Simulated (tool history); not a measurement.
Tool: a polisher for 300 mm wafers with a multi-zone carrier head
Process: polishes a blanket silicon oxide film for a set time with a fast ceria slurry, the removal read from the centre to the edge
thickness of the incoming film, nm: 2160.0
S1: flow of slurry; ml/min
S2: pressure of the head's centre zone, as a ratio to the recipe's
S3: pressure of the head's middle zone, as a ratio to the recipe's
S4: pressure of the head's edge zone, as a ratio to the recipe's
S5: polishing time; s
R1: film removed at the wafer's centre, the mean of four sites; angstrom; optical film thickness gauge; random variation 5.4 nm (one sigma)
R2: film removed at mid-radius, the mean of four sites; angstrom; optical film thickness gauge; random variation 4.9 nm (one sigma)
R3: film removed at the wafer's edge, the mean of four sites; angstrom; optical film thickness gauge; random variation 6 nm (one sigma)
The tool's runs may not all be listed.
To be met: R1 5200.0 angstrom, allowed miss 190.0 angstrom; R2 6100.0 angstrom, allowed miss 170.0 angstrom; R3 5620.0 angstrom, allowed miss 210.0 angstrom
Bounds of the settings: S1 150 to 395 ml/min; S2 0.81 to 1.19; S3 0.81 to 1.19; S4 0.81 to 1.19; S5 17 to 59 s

Run 1, hour 0.0: S1 250 ml/min, S2 1.00, S3 1.00, S4 1.00, S5 38 s. Result: R1 8062.1 angstrom, R2 8397.0 angstrom, R3 8417.6 angstrom.
Run 2, hour 4.1: S1 245 ml/min, S2 0.97, S3 1.00, S4 0.96, S5 34 s. Result: R1 6956.9 angstrom, R2 7530.4 angstrom, R3 7257.6 angstrom.
Run 3, hour 12.3: S1 240 ml/min, S2 0.94, S3 0.98, S4 0.92, S5 32 s. Result: R1 6379.8 angstrom, R2 6897.2 angstrom, R3 6597.7 angstrom.
Run 4, hour 13.3: S1 230 ml/min, S2 0.90, S3 0.97, S4 0.89, S5 31 s. Result: R1 5999.5 angstrom, R2 6615.3 angstrom, R3 6423.9 angstrom.
Run 5, hour 16.4: S1 230 ml/min, S2 0.90, S3 1.00, S4 0.89, S5 31 s. Result: R1 6055.0 angstrom, R2 6707.1 angstrom, R3 6428.1 angstrom.
Run 6, hour 24.7: S1 240 ml/min, S2 0.88, S3 1.01, S4 0.87, S5 30 s. Result: R1 5718.1 angstrom, R2 6651.2 angstrom, R3 6128.1 angstrom.
Run 7, hour 26.5: S1 220 ml/min, S2 0.84, S3 0.96, S4 0.81, S5 28 s. Result: R1 5135.9 angstrom, R2 5948.3 angstrom, R3 5486.4 angstrom.
Run 8, hour 31.1: S1 225 ml/min, S2 0.84, S3 0.96, S4 0.82, S5 28 s. Result: R1 5171.3 angstrom, R2 5922.7 angstrom, R3 5546.7 angstrom.

4 next moves are on the table. One of them brings every result within its allowed miss. Which?
Run A, hour 35.7: S1 155 ml/min, S2 0.95, S3 1.00, S4 0.85, S5 28 s. Result: R1 ?, R2 ?, R3 ?.
Run B, hour 35.7: S1 200 ml/min, S2 0.83, S3 0.92, S4 0.89, S5 30 s. Result: R1 ?, R2 ?, R3 ?.
Run C, hour 35.7: S1 265 ml/min, S2 0.90, S3 0.90, S4 0.86, S5 26 s. Result: R1 ?, R2 ?, R3 ?.
Run D, hour 35.7: S1 250 ml/min, S2 0.92, S3 1.07, S4 0.96, S5 26 s. Result: R1 ?, R2 ?, R3 ?.

move      R1      R2      R3
   A  5231.9  5701.6  5475.9
   B  5350.9  5996.5  6193.2
   C  5124.4  5305.7  5443.0
   D  5172.9  6031.6  5667.5
A: further off than the last run
B: brings the result that was furthest off to its target, and leaves another outside
C: further off than the last run
D: meets every target
The right move is D.
